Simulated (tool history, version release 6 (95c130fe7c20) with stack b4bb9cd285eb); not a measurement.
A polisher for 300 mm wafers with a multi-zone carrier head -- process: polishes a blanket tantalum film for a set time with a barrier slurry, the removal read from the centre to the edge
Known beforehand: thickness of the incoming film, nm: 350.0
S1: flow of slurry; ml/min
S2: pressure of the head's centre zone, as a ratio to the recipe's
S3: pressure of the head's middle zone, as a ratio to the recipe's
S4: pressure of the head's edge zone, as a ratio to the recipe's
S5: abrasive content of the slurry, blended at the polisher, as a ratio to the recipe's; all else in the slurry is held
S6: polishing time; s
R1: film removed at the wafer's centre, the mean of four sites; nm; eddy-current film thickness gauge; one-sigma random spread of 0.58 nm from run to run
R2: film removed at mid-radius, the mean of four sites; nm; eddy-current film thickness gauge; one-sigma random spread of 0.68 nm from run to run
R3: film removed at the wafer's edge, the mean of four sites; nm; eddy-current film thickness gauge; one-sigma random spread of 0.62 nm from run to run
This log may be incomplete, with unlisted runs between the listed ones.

| run | hour | S1 | S2 | S3 | S4 | S5 | S6 | R1 | R2 | R3 |
|---|---|---|---|---|---|---|---|---|---|---|
| 1 | 0 | 270 | 1 | 1 | 1 | 1 | 51 | 112.62 | 113.48 | 112.87 |
| 2 | 2.1 | 265 | 0.97 | 1 | 0.97 | 0.9 | 51 | 105.96 | 108.09 | 108.78 |
| 3 | 9.1 | 265 | 0.97 | 0.92 | 0.97 | 0.9 | 51 | 104.46 | 103.53 | 108.81 |
| 4 | 16.9 | 265 | 0.9 | 0.92 | 0.97 | 0.9 | 51 | 98.27 | 105.09 | 107.67 |
| 5 | 19.4 | 260 | 0.88 | 0.94 | 0.95 | 0.85 | 50 | 91.702 | 99.586 | 102.3 |
| 6 | 25.8 | 210 | 0.88 | 0.94 | 0.95 | 0.85 | 50 | 86.893 | 95.174 | 98.911 |
| 7 | 32 | 205 | 0.87 | 0.97 | 0.92 | 0.85 | 50 | 86.29 | 96.379 | 97.997 |
| 8 | 38.7 | 205 | 0.86 | 1 | 0.9 | 0.8 | 50 | 82.686 | 97.53 | 94.778 |

Predict the results of run 9:
| 9 | 39.7 | 205 | 0.86 | 1.01 | 0.88 | 0.75 | 50 | ? | ? | ? |

Run 9 measured R1 81.088 nm, R2 95.843 nm, R3 90.102 nm.

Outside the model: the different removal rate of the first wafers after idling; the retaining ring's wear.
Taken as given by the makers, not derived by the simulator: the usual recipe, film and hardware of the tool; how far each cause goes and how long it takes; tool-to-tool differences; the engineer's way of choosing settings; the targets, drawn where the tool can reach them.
